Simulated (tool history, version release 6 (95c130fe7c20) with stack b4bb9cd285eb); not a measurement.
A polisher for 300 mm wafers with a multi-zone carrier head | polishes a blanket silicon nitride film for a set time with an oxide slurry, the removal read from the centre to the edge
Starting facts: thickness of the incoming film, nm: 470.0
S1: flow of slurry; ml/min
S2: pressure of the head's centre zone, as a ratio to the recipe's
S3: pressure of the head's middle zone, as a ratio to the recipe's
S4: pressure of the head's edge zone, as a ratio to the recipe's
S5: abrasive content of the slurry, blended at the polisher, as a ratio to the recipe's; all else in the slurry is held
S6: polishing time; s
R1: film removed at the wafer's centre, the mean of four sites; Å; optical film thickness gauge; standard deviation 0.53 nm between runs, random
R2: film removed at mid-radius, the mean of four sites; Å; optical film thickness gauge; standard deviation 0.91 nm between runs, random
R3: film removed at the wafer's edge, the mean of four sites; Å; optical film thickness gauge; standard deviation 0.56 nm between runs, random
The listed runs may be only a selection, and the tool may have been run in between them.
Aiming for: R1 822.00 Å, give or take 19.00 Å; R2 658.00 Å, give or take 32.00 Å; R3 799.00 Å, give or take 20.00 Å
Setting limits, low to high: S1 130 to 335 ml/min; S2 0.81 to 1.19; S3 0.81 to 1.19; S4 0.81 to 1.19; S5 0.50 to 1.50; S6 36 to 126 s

{"run": 1, "hour": 0.0, "S1": 215, "S2": 1.0, "S3": 1.0, "S4": 1.0, "S5": 1.0, "S6": 81, "R1": 567.81, "R2": 562.66, "R3": 579.55}
{"run": 2, "hour": 7.1, "S1": 215, "S2": 1.0, "S3": 1.08, "S4": 1.0, "S5": 1.0, "S6": 81, "R1": 563.19, "R2": 592.65, "R3": 579.47}
{"run": 3, "hour": 13.3, "S1": 215, "S2": 1.0, "S3": 1.08, "S4": 1.08, "S5": 1.0, "S6": 81, "R1": 563.45, "R2": 585.87, "R3": 610.15}
{"run": 4, "hour": 21.0, "S1": 230, "S2": 1.04, "S3": 1.05, "S4": 1.11, "S5": 1.1, "S6": 81, "R1": 621.7, "R2": 609.52, "R3": 647.76}
{"run": 5, "hour": 23.7, "S1": 230, "S2": 0.96, "S3": 1.05, "S4": 1.11, "S5": 1.1, "S6": 81, "R1": 567.06, "R2": 620.08, "R3": 640.93}
{"run": 6, "hour": 25.8, "S1": 230, "S2": 0.96, "S3": 0.99, "S4": 1.11, "S5": 1.1, "S6": 81, "R1": 569.2, "R2": 581.09, "R3": 637.65}
{"run": 7, "hour": 30.7, "S1": 225, "S2": 1.01, "S3": 0.97, "S4": 1.13, "S5": 1.2, "S6": 82, "R1": 627.25, "R2": 601.79, "R3": 675.83}
{"run": 8, "hour": 31.9, "S1": 230, "S2": 1.04, "S3": 0.95, "S4": 1.15, "S5": 1.3, "S6": 82, "R1": 671.35, "R2": 618.03, "R3": 707.01}
{"run": 9, "hour": 34.4, "S1": 240, "S2": 1.06, "S3": 0.93, "S4": 1.16, "S5": 1.35, "S6": 82, "R1": 697.4, "R2": 611.3, "R3": 720.47}
{"run": 10, "hour": 39.0, "S1": 245, "S2": 1.08, "S3": 0.93, "S4": 1.17, "S5": 1.4, "S6": 83, "R1": 735.12, "R2": 637.43, "R3": 749.8}
{"run": 11, "hour": 41.5, "S1": 250, "S2": 1.09, "S3": 0.92, "S4": 1.18, "S5": 1.45, "S6": 83, "R1": 740.39, "R2": 623.52, "R3": 766.3}
{"run": 12, "hour": 47.4, "S1": 250, "S2": 1.11, "S3": 0.93, "S4": 1.18, "S5": 1.45, "S6": 83, "R1": 761.65, "R2": 634.25, "R3": 764.71}
{"run": 13, "hour": 55.9, "S1": 255, "S2": 1.12, "S3": 0.93, "S4": 1.18, "S5": 1.45, "S6": 83, "R1": 772.72, "R2": 649.17, "R3": 759.79}

4 candidate next runs follow, results not yet known. Just one meets every target within its allowed miss. Identify it.
{"run": "A", "hour": 64.4, "S1": 270, "S2": 1.13, "S3": 0.9, "S4": 1.18, "S5": 1.25, "S6": 92, "R1": "?", "R2": "?", "R3": "?"}
{"run": "B", "hour": 64.4, "S1": 260, "S2": 1.19, "S3": 0.96, "S4": 1.12, "S5": 1.5, "S6": 82, "R1": "?", "R2": "?", "R3": "?"}
{"run": "C", "hour": 64.4, "S1": 285, "S2": 1.1, "S3": 0.88, "S4": 1.19, "S5": 1.5, "S6": 88, "R1": "?", "R2": "?", "R3": "?"}
{"run": "D", "hour": 64.4, "S1": 240, "S2": 1.18, "S3": 1.03, "S4": 0.98, "S5": 1.5, "S6": 88, "R1": "?", "R2": "?", "R3": "?"}

move=A R1=824.83 R2=653.60 R3=803.73
move=B R1=825.46 R2=655.08 R3=743.24
move=C R1=825.78 R2=659.76 R3=829.33
move=D R1=871.14 R2=740.31 R3=741.54
A: all results in spec
B: the worst result of the last run now meets its target, but another is out of spec
C: the worst result of the last run now meets its target, but another is out of spec
D: pushes the last run's worst result past its target
The move that meets every target is A.
